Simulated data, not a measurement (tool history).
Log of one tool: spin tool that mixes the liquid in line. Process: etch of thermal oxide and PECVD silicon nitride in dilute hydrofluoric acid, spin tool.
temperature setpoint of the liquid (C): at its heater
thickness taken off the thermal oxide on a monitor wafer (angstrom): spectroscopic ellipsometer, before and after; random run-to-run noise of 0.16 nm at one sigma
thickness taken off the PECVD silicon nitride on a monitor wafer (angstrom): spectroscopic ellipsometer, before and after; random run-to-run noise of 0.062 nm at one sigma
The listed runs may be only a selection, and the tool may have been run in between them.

run,hour,temperature setpoint of the liquid (C),parts of water to one part of 49 % hydrofluoric acid (parts by volume),time under the liquid (s),thickness taken off the thermal oxide on a monitor wafer (angstrom),thickness taken off the PECVD silicon nitride on a monitor wafer (angstrom)
1,0.0,24.0,95,180,92.455,47.838
2,6.1,20.5,95,180,80.708,37.305
3,6.7,20.5,70,180,111.010,50.421
4,8.5,20.5,95,180,81.147,37.089
5,16.8,21.0,85,180,93.770,43.128
6,23.0,21.0,115,180,66.820,32.380
7,31.2,25.0,75,155,108.380,54.994
8,34.5,25.0,65,155,126.680,62.934

What will run 9 give?
9,38.0,25.0,60,150,?,?

Run 9 produced thickness taken off the thermal oxide on a monitor wafer (angstrom) 133.910, thickness taken off the PECVD silicon nitride on a monitor wafer (angstrom) 66.393.
